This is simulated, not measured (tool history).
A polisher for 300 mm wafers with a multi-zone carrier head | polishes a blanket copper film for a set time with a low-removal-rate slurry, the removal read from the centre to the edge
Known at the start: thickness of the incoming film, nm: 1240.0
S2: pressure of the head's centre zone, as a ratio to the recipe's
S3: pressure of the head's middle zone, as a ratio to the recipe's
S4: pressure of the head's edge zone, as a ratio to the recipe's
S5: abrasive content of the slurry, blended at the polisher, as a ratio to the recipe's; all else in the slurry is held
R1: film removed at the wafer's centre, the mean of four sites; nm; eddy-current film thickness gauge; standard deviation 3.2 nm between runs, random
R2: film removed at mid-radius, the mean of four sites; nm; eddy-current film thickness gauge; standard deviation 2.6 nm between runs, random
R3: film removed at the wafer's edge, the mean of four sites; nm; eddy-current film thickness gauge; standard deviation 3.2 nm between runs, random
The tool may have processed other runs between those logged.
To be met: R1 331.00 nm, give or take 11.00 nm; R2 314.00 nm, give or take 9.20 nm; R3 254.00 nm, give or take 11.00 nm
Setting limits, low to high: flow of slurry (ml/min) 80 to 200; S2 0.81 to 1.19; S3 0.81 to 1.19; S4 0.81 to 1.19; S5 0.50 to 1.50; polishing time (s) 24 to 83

Run 1, hour 0.0: flow of slurry (ml/min) 130, S2 1.00, S3 1.00, S4 1.00, S5 1.00, polishing time (s) 53. Result: R1 211.44 nm, R2 209.27 nm, R3 212.07 nm.
Run 2, hour 6.6: flow of slurry (ml/min) 130, S2 1.00, S3 1.03, S4 1.00, S5 1.00, polishing time (s) 53. Result: R1 216.36 nm, R2 216.89 nm, R3 208.77 nm.
Run 3, hour 9.0: flow of slurry (ml/min) 130, S2 1.00, S3 1.03, S4 1.00, S5 1.10, polishing time (s) 53. Result: R1 218.37 nm, R2 229.89 nm, R3 215.89 nm.
Run 4, hour 11.4: flow of slurry (ml/min) 145, S2 1.06, S3 1.06, S4 1.01, S5 1.15, polishing time (s) 54. Result: R1 247.72 nm, R2 243.33 nm, R3 226.27 nm.
Run 5, hour 18.8: flow of slurry (ml/min) 155, S2 1.10, S3 1.09, S4 1.01, S5 1.25, polishing time (s) 54. Result: R1 266.10 nm, R2 259.63 nm, R3 237.68 nm.
Run 6, hour 26.0: flow of slurry (ml/min) 165, S2 1.13, S3 1.11, S4 0.98, S5 1.30, polishing time (s) 54. Result: R1 281.44 nm, R2 270.50 nm, R3 237.33 nm.
Run 7, hour 34.6: flow of slurry (ml/min) 175, S2 1.15, S3 1.13, S4 0.97, S5 1.35, polishing time (s) 54. Result: R1 290.56 nm, R2 278.26 nm, R3 236.64 nm.
Run 8, hour 38.3: flow of slurry (ml/min) 180, S2 1.16, S3 1.14, S4 0.97, S5 1.40, polishing time (s) 55. Result: R1 308.44 nm, R2 288.81 nm, R3 243.54 nm.
Run 9, hour 44.5: flow of slurry (ml/min) 185, S2 1.16, S3 1.15, S4 0.97, S5 1.45, polishing time (s) 55. Result: R1 312.49 nm, R2 298.64 nm, R3 253.31 nm.
Run 10, hour 50.8: flow of slurry (ml/min) 190, S2 1.17, S3 1.16, S4 0.96, S5 1.45, polishing time (s) 55. Result: R1 317.82 nm, R2 307.40 nm, R3 247.07 nm.
Run 11, hour 57.6: flow of slurry (ml/min) 190, S2 1.17, S3 1.16, S4 0.96, S5 1.45, polishing time (s) 55. Result: R1 309.62 nm, R2 307.80 nm, R3 248.29 nm.
Run 12, hour 65.2: flow of slurry (ml/min) 190, S2 1.18, S3 1.15, S4 0.95, S5 1.45, polishing time (s) 55. Result: R1 318.77 nm, R2 298.56 nm, R3 248.07 nm.
Run 13, hour 68.9: flow of slurry (ml/min) 190, S2 1.18, S3 1.16, S4 0.95, S5 1.45, polishing time (s) 55. Result: R1 319.86 nm, R2 300.45 nm, R3 240.90 nm.
Run 14, hour 73.5: flow of slurry (ml/min) 190, S2 1.18, S3 1.16, S4 0.96, S5 1.45, polishing time (s) 55. Result: R1 315.49 nm, R2 302.90 nm, R3 247.42 nm.

Exactly one of the 5 candidate moves below puts every result within its allowed miss. Which one?
Run A, hour 78.1: flow of slurry (ml/min) 185, S2 1.14, S3 1.18, S4 0.87, S5 1.10, polishing time (s) 65. Result: R1 ?, R2 ?, R3 ?.
Run B, hour 78.1: flow of slurry (ml/min) 165, S2 1.19, S3 1.14, S4 0.81, S5 1.45, polishing time (s) 63. Result: R1 ?, R2 ?, R3 ?.
Run C, hour 78.1: flow of slurry (ml/min) 155, S2 1.19, S3 1.09, S4 0.81, S5 1.50, polishing time (s) 62. Result: R1 ?, R2 ?, R3 ?.
Run D, hour 78.1: flow of slurry (ml/min) 170, S2 1.19, S3 1.15, S4 0.93, S5 1.50, polishing time (s) 58. Result: R1 ?, R2 ?, R3 ?.
Run E, hour 78.1: flow of slurry (ml/min) 195, S2 1.19, S3 1.19, S4 0.88, S5 1.40, polishing time (s) 60. Result: R1 ?, R2 ?, R3 ?.

move      R1      R2      R3
   A  337.69  330.34  259.85
   B  361.84  329.89  260.53
   C  354.65  311.71  256.83
   D  338.37  310.54  258.69
   E  352.14  331.88  259.99
A: brings the last run's worst result on target, with another outside its allowed miss
B: takes the biggest miss from the last run beyond its target
C: takes the biggest miss from the last run beyond its target
D: all results land within tolerance of their targets
E: takes the biggest miss from the last run beyond its target
Go with D: it meets all targets.
